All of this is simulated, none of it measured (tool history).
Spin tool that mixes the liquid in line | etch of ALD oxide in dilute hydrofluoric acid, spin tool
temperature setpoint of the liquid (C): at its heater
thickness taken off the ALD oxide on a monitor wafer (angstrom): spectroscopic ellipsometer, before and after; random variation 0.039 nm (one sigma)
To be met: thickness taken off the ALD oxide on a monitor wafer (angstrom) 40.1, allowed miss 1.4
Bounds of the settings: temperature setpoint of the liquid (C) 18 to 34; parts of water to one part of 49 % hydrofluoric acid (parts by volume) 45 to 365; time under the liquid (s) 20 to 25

run	day	temperature setpoint of the liquid (C)	parts of water to one part of 49 % hydrofluoric acid (parts by volume)	time under the liquid (s)	thickness taken off the ALD oxide on a monitor wafer (angstrom)
1	0	26	205	25	24.666
2	0.162	26	250	25	19.767
3	0.35	26	200	25	25.933
4	0.638	26	225	25	22.204
5	0.729	27	215	25	24.141
6	1.004	27.5	205	25	26.716
7	1.367	28.5	200	25	28.019
8	1.662	29	195	25	29.595
9	1.742	29.5	190	25	31.84
# day 1.792: thermometer replaced
10	1.792	30	190	25	33.829
11	2.142	30.5	190	25	33.963

5 next moves are on the table. One of them brings every result within its allowed miss. Which?
A	2.492	33.5	145	20	?
B	2.492	33	165	25	?
C	2.492	33	150	20	?
D	2.492	31	230	25	?
E	2.492	30.5	200	25	?

move	thickness taken off the ALD oxide on a monitor wafer (angstrom)
A	41.875
B	43.964
C	39.5
D	27.11
E	31.8
A: takes the result that was furthest off past its target
B: takes the result that was furthest off past its target
C: meets every target
D: further off than the last run
E: further off than the last run
Move C is the one to make.
